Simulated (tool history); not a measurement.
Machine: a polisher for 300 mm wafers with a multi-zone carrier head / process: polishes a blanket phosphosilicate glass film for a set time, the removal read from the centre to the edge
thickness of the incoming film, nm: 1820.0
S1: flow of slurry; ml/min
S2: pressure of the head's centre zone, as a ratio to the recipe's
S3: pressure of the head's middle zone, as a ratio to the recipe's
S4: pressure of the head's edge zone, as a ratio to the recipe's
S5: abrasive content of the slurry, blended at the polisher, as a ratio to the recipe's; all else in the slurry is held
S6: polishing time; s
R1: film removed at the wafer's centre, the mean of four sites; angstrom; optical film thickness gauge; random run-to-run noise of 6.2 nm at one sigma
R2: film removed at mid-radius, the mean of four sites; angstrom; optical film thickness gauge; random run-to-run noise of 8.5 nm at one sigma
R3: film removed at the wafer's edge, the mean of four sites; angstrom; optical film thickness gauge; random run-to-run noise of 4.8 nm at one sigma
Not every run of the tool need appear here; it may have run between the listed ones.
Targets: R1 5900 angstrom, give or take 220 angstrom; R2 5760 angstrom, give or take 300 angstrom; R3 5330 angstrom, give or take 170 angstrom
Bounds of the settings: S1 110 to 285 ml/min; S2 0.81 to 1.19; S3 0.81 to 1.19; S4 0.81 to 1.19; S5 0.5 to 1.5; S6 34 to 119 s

run,day,S1,S2,S3,S4,S5,S6,R1,R2,R3
1,0,180,1,1,1,1,76,4858.3,4762.1,4867.1
2,0.146,180,1,1.07,1,1,76,4845.7,5121.3,4750.4
3,0.258,180,1.07,1.07,1,1,76,4941.3,5203.1,4865.7
4,0.375,215,1.07,1.07,1,1,76,5159.9,5146.1,4831.3
5,0.517,220,1.09,1.08,1.01,1.05,76,5355.9,5466.5,5031
6,0.858,200,1.09,1.08,1.01,1.05,76,5317.7,5363.2,4940.9
7,1.092,200,1.1,1.08,1.03,1.05,76,5293.3,5326.5,4981.2
8,1.208,205,1.11,1.08,1.03,1.1,76,5421.9,5547.4,5025.6
9,1.379,210,1.12,1.07,1.04,1.1,76,5549.9,5312.2,5101.9
10,1.542,215,1.12,1.08,1.04,1.1,76,5611.5,5599.7,5169.5
11,1.892,220,1.13,1.08,1.05,1.1,76,5581,5443.3,5172.5
12,2.183,225,1.14,1.09,1.05,1.1,76,5661.8,5406,5136.1

Pick the move, out of 4, that brings all results within their allowed miss; only one does.
A,2.475,240,1.12,1.08,1.09,1,75,?,?,?
B,2.475,265,1.14,1.12,0.94,0.9,80,?,?,?
C,2.475,215,1.07,0.97,1.18,1.1,78,?,?,?
D,2.475,255,1.15,1.07,1.04,1.25,75,?,?,?

move,R1,R2,R3
A,5353.6,5263.6,4937.6
B,5615.2,5624.9,4745.1
C,5526.5,5116.1,5498.4
D,5929.9,5684,5243.4
A: the biggest miss grows against the last run
B: gets the furthest-off result to its target, but another result is out of tolerance
C: the biggest miss grows against the last run
D: hits every target within its allowed miss
D meets every target.

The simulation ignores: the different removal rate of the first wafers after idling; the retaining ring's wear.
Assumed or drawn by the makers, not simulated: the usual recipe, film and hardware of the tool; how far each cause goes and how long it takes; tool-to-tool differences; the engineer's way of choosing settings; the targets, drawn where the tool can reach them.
